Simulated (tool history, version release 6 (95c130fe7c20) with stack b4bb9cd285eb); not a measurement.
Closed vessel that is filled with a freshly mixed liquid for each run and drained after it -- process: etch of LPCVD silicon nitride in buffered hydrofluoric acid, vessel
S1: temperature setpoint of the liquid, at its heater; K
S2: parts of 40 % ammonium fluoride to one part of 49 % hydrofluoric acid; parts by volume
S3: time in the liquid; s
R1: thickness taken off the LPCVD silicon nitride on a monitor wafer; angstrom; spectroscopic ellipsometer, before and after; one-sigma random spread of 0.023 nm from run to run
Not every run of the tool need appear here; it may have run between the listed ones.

run	day	S1	S2	S3	R1
1	0	295.15	7	370	66.726
2	0.025	293.65	7.5	370	56.671
3	0.071	292.65	7.5	370	53.724
4	0.271	292.65	7.5	195	28.622
# day 0.367: thermometer replaced
5	0.367	295.65	7.5	195	31.748
6	0.525	294.15	7.5	195	28.872
7	0.583	296.15	7	195	34.989

Run 8, settings as shown, results not yet in. Your forecast:
8	0.838	294.65	7	195	?

R1: 31.899 angstrom
